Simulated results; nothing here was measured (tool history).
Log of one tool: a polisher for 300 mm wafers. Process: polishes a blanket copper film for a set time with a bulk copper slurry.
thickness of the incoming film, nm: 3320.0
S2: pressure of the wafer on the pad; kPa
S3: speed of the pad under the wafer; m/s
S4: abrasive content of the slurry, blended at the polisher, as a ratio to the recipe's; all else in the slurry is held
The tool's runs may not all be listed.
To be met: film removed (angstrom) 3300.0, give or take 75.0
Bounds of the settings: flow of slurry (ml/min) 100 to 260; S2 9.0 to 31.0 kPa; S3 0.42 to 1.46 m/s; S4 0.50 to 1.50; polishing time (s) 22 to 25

Run 1, day 0.000: flow of slurry (ml/min) 165, S2 20.0 kPa, S3 0.94 m/s, S4 1.00, polishing time (s) 25. Result: film removed (angstrom) 2295.7.
Run 2, day 0.346: flow of slurry (ml/min) 175, S2 21.4 kPa, S3 0.94 m/s, S4 1.00, polishing time (s) 25. Result: film removed (angstrom) 2443.8.
Run 3, day 0.667: flow of slurry (ml/min) 175, S2 18.6 kPa, S3 0.94 m/s, S4 1.00, polishing time (s) 25. Result: film removed (angstrom) 2211.9.
Run 4, day 0.838: flow of slurry (ml/min) 185, S2 20.0 kPa, S3 0.94 m/s, S4 1.00, polishing time (s) 25. Result: film removed (angstrom) 2334.5.
Run 5, day 1.171: flow of slurry (ml/min) 185, S2 20.0 kPa, S3 0.94 m/s, S4 1.00, polishing time (s) 25. Result: film removed (angstrom) 2334.3.
Run 6, day 1.533: flow of slurry (ml/min) 190, S2 21.4 kPa, S3 0.94 m/s, S4 1.00, polishing time (s) 25. Result: film removed (angstrom) 2456.0.
Run 7, day 1.575: flow of slurry (ml/min) 190, S2 22.8 kPa, S3 0.94 m/s, S4 1.00, polishing time (s) 25. Result: film removed (angstrom) 2615.4.
Run 8, day 1.683: flow of slurry (ml/min) 195, S2 23.4 kPa, S3 0.94 m/s, S4 1.00, polishing time (s) 25. Result: film removed (angstrom) 2645.0.
Run 9, day 1.879: flow of slurry (ml/min) 195, S2 24.8 kPa, S3 0.94 m/s, S4 1.00, polishing time (s) 25. Result: film removed (angstrom) 2802.0.
At day 1.950: slurry blender recalibrated.
Run 10, day 1.950: flow of slurry (ml/min) 195, S2 25.5 kPa, S3 0.94 m/s, S4 1.00, polishing time (s) 25. Result: film removed (angstrom) 3166.9.

Which one of the following 5 next-run settings gets every result inside its allowed miss? There is exactly one.
Run A, day 2.021: flow of slurry (ml/min) 225, S2 24.1 kPa, S3 1.10 m/s, S4 0.80, polishing time (s) 23. Result: film removed (angstrom) ?.
Run B, day 2.021: flow of slurry (ml/min) 195, S2 26.2 kPa, S3 0.86 m/s, S4 1.05, polishing time (s) 25. Result: film removed (angstrom) ?.
Run C, day 2.021: flow of slurry (ml/min) 155, S2 26.2 kPa, S3 0.92 m/s, S4 0.95, polishing time (s) 25. Result: film removed (angstrom) ?.
Run D, day 2.021: flow of slurry (ml/min) 185, S2 30.3 kPa, S3 0.92 m/s, S4 1.05, polishing time (s) 23. Result: film removed (angstrom) ?.
Run E, day 2.021: flow of slurry (ml/min) 145, S2 31.0 kPa, S3 0.90 m/s, S4 0.80, polishing time (s) 23. Result: film removed (angstrom) ?.

move  film removed (angstrom)
   A                   3102.7
   B                   3034.0
   C                   3049.1
   D                   3348.6
   E                   3007.3
A: its largest miss is bigger than the last run's
B: its largest miss is bigger than the last run's
C: its largest miss is bigger than the last run's
D: meets every target
E: its largest miss is bigger than the last run's
The right move is D.
